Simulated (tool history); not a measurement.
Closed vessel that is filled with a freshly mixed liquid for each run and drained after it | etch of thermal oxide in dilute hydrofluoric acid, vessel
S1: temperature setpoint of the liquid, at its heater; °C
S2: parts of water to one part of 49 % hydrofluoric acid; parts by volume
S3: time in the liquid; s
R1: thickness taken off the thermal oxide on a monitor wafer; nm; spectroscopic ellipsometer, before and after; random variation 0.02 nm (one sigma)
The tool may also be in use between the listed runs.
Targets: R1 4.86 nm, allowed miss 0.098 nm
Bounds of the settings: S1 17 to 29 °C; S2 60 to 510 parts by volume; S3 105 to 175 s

run,hour,S1,S2,S3,R1
1,0,21,285,175,2.1853
2,2.2,21,325,175,1.8515
3,5.5,22,305,175,2.0767
4,9.4,22,225,175,3.0628
5,15.2,25,225,175,3.4023
6,22.6,25.5,220,175,3.5848
7,29.1,26,215,175,3.7181
8,35.3,26.5,210,175,3.9239
9,42.2,27,205,175,4.083
10,43.2,28,195,175,4.5455

Which of these 5 next moves meets every target?
A,44.2,27.5,190,175,?
B,44.2,29,200,175,?
C,44.2,29,195,175,?
D,44.2,29,190,175,?
E,44.2,27,190,175,?

move,R1
A,4.5874
B,4.5412
C,4.6858
D,4.8384
E,4.5058
A: nearer than the last run, and not there yet
B: as far off as the last run
C: nearer than the last run, and not there yet
D: meets every target
E: further off than the last run
Move D is the one to make.
